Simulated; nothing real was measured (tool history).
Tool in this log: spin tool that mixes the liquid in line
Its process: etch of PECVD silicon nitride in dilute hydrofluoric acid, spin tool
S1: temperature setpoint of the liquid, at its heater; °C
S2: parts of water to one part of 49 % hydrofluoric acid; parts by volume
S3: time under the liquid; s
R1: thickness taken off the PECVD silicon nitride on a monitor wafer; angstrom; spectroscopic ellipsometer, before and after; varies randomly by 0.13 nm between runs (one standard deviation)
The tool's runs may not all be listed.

run  hour    S1   S2   S3      R1
  1   0.0  21.0  115  320  52.111
  2   5.8  22.5  110  320  59.127
  3  12.2  23.5  105  320  65.673
  4  16.4  27.0  105  320  84.857
  5  18.1  27.5  100  320  90.101
  6  18.8  28.0   95  320  96.965

Estimate the outcome of run 7 from the log above:
  7  24.5  28.0  90  320   ?

Logged for run 7: R1 103.440 angstrom.
